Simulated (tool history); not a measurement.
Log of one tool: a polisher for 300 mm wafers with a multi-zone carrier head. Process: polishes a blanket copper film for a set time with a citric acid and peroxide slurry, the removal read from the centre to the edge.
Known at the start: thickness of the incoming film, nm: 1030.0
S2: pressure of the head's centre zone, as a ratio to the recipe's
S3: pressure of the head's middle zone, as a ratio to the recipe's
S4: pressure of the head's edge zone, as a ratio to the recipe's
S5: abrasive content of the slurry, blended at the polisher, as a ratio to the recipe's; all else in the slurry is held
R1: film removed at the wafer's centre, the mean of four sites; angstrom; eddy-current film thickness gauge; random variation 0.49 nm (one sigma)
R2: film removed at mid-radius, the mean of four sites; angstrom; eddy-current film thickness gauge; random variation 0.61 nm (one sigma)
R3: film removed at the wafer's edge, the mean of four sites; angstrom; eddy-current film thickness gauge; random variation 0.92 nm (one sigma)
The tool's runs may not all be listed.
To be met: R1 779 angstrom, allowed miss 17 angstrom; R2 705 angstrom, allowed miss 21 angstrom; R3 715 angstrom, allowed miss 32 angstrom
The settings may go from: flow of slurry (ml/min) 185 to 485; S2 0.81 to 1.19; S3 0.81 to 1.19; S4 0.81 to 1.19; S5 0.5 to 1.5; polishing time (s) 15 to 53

{"run": 1, "hour": 0.0, "flow of slurry (ml/min)": 310, "S2": 1, "S3": 1, "S4": 1, "S5": 1, "polishing time (s)": 34, "R1": 795.79, "R2": 826.66, "R3": 790.52}
{"run": 2, "hour": 8.6, "flow of slurry (ml/min)": 245, "S2": 1, "S3": 1, "S4": 1, "S5": 1, "polishing time (s)": 34, "R1": 775.91, "R2": 802.48, "R3": 775.87}
{"run": 3, "hour": 9.8, "flow of slurry (ml/min)": 245, "S2": 1.08, "S3": 1, "S4": 1, "S5": 1, "polishing time (s)": 34, "R1": 836.95, "R2": 791.85, "R3": 772.01}
{"run": 4, "hour": 13.3, "flow of slurry (ml/min)": 310, "S2": 1.08, "S3": 1, "S4": 1, "S5": 1, "polishing time (s)": 34, "R1": 867.89, "R2": 835.95, "R3": 813.42}
{"run": 5, "hour": 14.5, "flow of slurry (ml/min)": 280, "S2": 1.07, "S3": 0.97, "S4": 0.97, "S5": 0.95, "polishing time (s)": 34, "R1": 836.47, "R2": 788.72, "R3": 798.6}
{"run": 6, "hour": 22.4, "flow of slurry (ml/min)": 280, "S2": 1.07, "S3": 0.97, "S4": 0.94, "S5": 0.95, "polishing time (s)": 34, "R1": 833.33, "R2": 790.18, "R3": 766.56}
{"run": 7, "hour": 24.7, "flow of slurry (ml/min)": 280, "S2": 1.07, "S3": 0.97, "S4": 0.94, "S5": 0.95, "polishing time (s)": 34, "R1": 828.49, "R2": 786.95, "R3": 772.98}
{"run": 8, "hour": 32.4, "flow of slurry (ml/min)": 255, "S2": 1.07, "S3": 0.95, "S4": 0.91, "S5": 0.95, "polishing time (s)": 34, "R1": 819.8, "R2": 770.3, "R3": 749.2}

4 next moves are on the table. One of them brings every result within its allowed miss. Which?
{"run": "A", "hour": 40.1, "flow of slurry (ml/min)": 210, "S2": 1.17, "S3": 1.04, "S4": 0.84, "S5": 1.2, "polishing time (s)": 32, "R1": "?", "R2": "?", "R3": "?"}
{"run": "B", "hour": 40.1, "flow of slurry (ml/min)": 195, "S2": 1.13, "S3": 0.98, "S4": 1.01, "S5": 1.1, "polishing time (s)": 31, "R1": "?", "R2": "?", "R3": "?"}
{"run": "C", "hour": 40.1, "flow of slurry (ml/min)": 285, "S2": 1.19, "S3": 0.82, "S4": 1, "S5": 0.85, "polishing time (s)": 33, "R1": "?", "R2": "?", "R3": "?"}
{"run": "D", "hour": 40.1, "flow of slurry (ml/min)": 260, "S2": 1.03, "S3": 0.87, "S4": 1.02, "S5": 0.95, "polishing time (s)": 33, "R1": "?", "R2": "?", "R3": "?"}

move=A R1=854.79 R2=797.49 R3=704.4
move=B R1=776.55 R2=712.62 R3=724.04
move=C R1=876 R2=657.71 R3=762.28
move=D R1=775.3 R2=698 R3=779.03
A: further off than the last run
B: meets every target
C: takes the result that was furthest off past its target
D: brings the result that was furthest off to its target, and leaves another outside
Move B is the one to make.
